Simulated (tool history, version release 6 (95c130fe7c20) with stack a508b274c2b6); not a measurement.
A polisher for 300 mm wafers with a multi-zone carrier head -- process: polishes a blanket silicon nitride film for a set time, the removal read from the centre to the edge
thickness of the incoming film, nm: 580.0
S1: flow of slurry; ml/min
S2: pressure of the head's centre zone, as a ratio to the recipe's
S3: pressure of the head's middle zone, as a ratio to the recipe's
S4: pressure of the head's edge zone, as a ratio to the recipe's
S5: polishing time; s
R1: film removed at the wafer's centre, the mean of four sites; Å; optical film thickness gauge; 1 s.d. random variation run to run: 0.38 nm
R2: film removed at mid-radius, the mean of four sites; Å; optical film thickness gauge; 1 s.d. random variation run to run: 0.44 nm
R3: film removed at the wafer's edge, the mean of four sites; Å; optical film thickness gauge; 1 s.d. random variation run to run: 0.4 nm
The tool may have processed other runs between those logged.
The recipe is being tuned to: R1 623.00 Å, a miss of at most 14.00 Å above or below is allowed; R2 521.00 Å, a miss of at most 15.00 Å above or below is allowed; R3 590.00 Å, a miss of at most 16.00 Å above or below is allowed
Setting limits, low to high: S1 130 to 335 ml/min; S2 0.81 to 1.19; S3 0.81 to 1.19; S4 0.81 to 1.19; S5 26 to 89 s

run  hour   S1    S2    S3    S4  S5       R1       R2       R3
  1   0.0  215  1.00  1.00  1.00  57   804.33   823.94   804.73
  2   1.4  190  1.00  1.00  1.00  57   795.32   784.25   792.84
  3   8.2  190  1.00  1.00  1.06  57   795.14   808.00   807.51
  4  12.5  190  1.00  1.00  1.06  68   947.11   964.03   962.38
  5  15.6  190  1.00  1.00  1.06  79  1093.60  1111.50  1135.80
  6  20.9  190  1.00  1.04  1.06  79  1108.40  1126.60  1128.70
  7  24.1  170  1.04  0.97  1.07  66   939.45   878.36   942.53
  8  28.6  170  1.04  0.97  1.07  66   942.11   900.07   924.56
  9  29.5  160  1.04  0.92  1.03  58   820.48   753.47   800.00
 10  38.4  150  1.05  0.89  1.03  53   737.33   655.15   719.88
 11  43.1  145  1.05  0.87  1.00  50   685.84   599.66   678.81

Exercise: of the 5 proposed moves below, exactly one satisfies all targets within the stated allowed misses. Which move is it?
  A  47.8  155  0.87  1.09  0.95  52   ?   ?   ?
  B  47.8  195  1.00  1.18  1.01  43   ?   ?   ?
  C  47.8  145  1.09  0.90  1.04  51   ?   ?   ?
  D  47.8  160  1.10  0.88  1.09  42   ?   ?   ?
  E  47.8  180  0.98  1.04  1.05  51   ?   ?   ?

move      R1      R2      R3
   A  605.90  744.98  702.19
   B  605.91  680.81  609.28
   C  732.34  629.58  700.74
   D  623.92  522.01  594.68
   E  692.73  727.64  724.69
A: misses by more than the last run did
B: misses by more than the last run did
C: misses by more than the last run did
D: hits every target within its allowed miss
E: misses by more than the last run did
The right move is D.
